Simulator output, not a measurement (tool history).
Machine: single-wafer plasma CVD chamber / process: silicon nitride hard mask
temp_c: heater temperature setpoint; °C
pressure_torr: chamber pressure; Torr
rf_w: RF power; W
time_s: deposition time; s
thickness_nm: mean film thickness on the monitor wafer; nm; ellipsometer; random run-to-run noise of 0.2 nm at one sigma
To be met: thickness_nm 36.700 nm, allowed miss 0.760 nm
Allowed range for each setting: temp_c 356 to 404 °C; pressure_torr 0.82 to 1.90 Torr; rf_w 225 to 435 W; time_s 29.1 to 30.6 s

run    day  temp_c  pressure_torr  rf_w  time_s  thickness_nm
  1  0.000     380           1.36   330    30.6        30.821
  2  0.154     371           1.36   330    30.6        31.230
  3  0.429     371           1.50   340    30.6        33.404
  4  0.717     371           1.50   340    29.1        31.663
  5  0.750     371           1.61   345    29.1        32.810
  6  0.871     378           1.61   345    29.1        32.367
  7  1.154     377           1.69   350    29.1        33.338
  8  1.175     376           1.75   355    29.1        34.070
  9  1.204     375           1.79   360    29.1        34.500
 10  1.429     375           1.82   365    29.2        35.461
 11  1.754     375           1.84   365    29.2        35.309

Which of these 5 next moves meets every target?
  A  2.079     384           1.88   345    29.1             ?
  B  2.079     366           1.89   310    30.3             ?
  C  2.079     373           1.57   405    30.6             ?
  D  2.079     373           1.77   370    30.4             ?
  E  2.079     383           1.82   390    30.5             ?

move  thickness_nm
   A        34.099
   B        32.787
   C        38.375
   D        37.036
   E        38.850
A: further off than the last run
B: further off than the last run
C: takes the biggest miss from the last run beyond its target
D: meets every target
E: takes the biggest miss from the last run beyond its target
Correct choice: D, which meets every target
